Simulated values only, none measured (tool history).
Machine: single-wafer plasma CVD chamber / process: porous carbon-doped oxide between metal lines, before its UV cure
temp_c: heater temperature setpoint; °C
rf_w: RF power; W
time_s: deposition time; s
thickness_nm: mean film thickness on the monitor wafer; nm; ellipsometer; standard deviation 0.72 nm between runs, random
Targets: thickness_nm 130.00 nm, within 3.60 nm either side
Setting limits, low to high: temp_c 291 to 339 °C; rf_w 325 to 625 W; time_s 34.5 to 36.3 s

run	hour	temp_c	rf_w	time_s	thickness_nm
1	0.0	315	475	36.3	171.50
2	5.9	319	445	35.9	156.05
3	8.0	319	445	34.5	150.72
4	14.6	319	500	34.5	164.33
5	20.3	312	500	34.5	168.32
6	28.6	318	500	34.5	164.22
7	35.1	322	475	34.5	157.03
8	37.6	325	450	34.5	148.41
9	41.3	327	435	34.5	143.86
10	46.6	337	385	34.5	126.05
11	53.1	336	385	34.5	125.73

Consider the 5 candidate settings below. Which is the only one whose results all fall within their allowed miss of target?
A	59.6	334	355	34.7	?
B	59.6	331	400	36.3	?
C	59.6	335	415	36.3	?
D	59.6	327	350	36.3	?
E	59.6	337	425	36.3	?

move	thickness_nm
A	118.69
B	137.20
C	138.37
D	126.81
E	139.52
A: the biggest miss grows against the last run
B: moves the result that the last run missed by most past its target, out the other side
C: moves the result that the last run missed by most past its target, out the other side
D: all results land within tolerance of their targets
E: moves the result that the last run missed by most past its target, out the other side
Correct choice: D, which meets every target
